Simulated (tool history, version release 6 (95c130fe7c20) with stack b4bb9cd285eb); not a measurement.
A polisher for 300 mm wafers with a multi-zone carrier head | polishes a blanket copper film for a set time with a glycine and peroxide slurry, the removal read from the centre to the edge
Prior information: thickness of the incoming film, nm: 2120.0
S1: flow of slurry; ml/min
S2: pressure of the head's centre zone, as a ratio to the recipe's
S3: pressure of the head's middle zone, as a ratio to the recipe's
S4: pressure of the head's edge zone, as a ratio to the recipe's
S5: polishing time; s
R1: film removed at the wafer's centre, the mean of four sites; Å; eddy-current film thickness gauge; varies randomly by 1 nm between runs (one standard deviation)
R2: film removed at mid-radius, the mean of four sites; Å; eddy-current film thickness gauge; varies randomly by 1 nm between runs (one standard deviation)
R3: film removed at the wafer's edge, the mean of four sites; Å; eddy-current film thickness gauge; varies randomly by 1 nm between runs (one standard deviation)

| run | hour | S1 | S2 | S3 | S4 | S5 | R1 | R2 | R3 |
|---|---|---|---|---|---|---|---|---|---|
| 1 | 0 | 125 | 1 | 1 | 1 | 53 | 3103.5 | 2835.5 | 2771.4 |
| 2 | 4.1 | 120 | 0.97 | 1 | 0.98 | 49 | 2750.4 | 2615.3 | 2574 |
| 3 | 7.6 | 120 | 0.97 | 1 | 0.93 | 49 | 2760.5 | 2609.9 | 2492.4 |
| 4 | 10.8 | 120 | 0.97 | 1 | 0.99 | 49 | 2732.8 | 2601.4 | 2543.6 |
| 5 | 13.7 | 115 | 0.95 | 1 | 0.97 | 46 | 2502.8 | 2439.5 | 2331.4 |
| 6 | 19.2 | 115 | 0.95 | 0.97 | 0.97 | 46 | 2470.3 | 2374.5 | 2341.9 |
| 7 | 20.7 | 115 | 0.95 | 0.97 | 0.97 | 46 | 2476.3 | 2390.3 | 2349.6 |
| 8 | 28.8 | 110 | 0.93 | 0.97 | 0.97 | 43 | 2229.6 | 2193.6 | 2177.2 |
| 9 | 34.5 | 105 | 0.91 | 0.98 | 0.98 | 40 | 2011.3 | 2028.6 | 2002.6 |
| 10 | 35.4 | 100 | 0.9 | 1.01 | 1.01 | 38 | 1862.3 | 1945.1 | 1888.8 |
| 11 | 41.8 | 95 | 0.89 | 1.03 | 1.03 | 37 | 1743.2 | 1883.8 | 1853 |
| 12 | 47.6 | 95 | 0.88 | 1.05 | 1.03 | 36 | 1699.1 | 1865.3 | 1819.3 |
| 13 | 53.3 | 95 | 0.88 | 1.05 | 1.03 | 36 | 1694.6 | 1886.4 | 1808.9 |
| 14 | 58.4 | 95 | 0.87 | 1.06 | 1.04 | 35 | 1610.6 | 1835.6 | 1760.9 |
| 15 | 65.9 | 95 | 0.86 | 1.07 | 1.04 | 34 | 1559.9 | 1811.2 | 1721.4 |
| 16 | 66.6 | 95 | 0.85 | 1.08 | 1.04 | 33 | 1489 | 1767.9 | 1678 |
|  | 75.5 | centre zone pressure recalibrated |
| 17 | 75.5 | 95 | 0.84 | 1.09 | 1.04 | 32 | 1281.6 | 1715.6 | 1619 |
| 18 | 79.4 | 75 | 0.82 | 1.04 | 0.94 | 28 | 989.81 | 1311.6 | 1269.6 |
| 19 | 82.9 | 80 | 0.82 | 1.04 | 0.94 | 28 | 1021.4 | 1355.3 | 1289.9 |
| 20 | 86.2 | 85 | 0.82 | 1.04 | 0.94 | 28 | 1060.2 | 1391.4 | 1320.7 |

What does the tool deliver on the next run?
| 21 | 91.1 | 90 | 0.82 | 1.04 | 0.94 | 28 | ? | ? | ? |

R1: 1080.5 Å
R2: 1422.6 Å
R3: 1325.1 Å
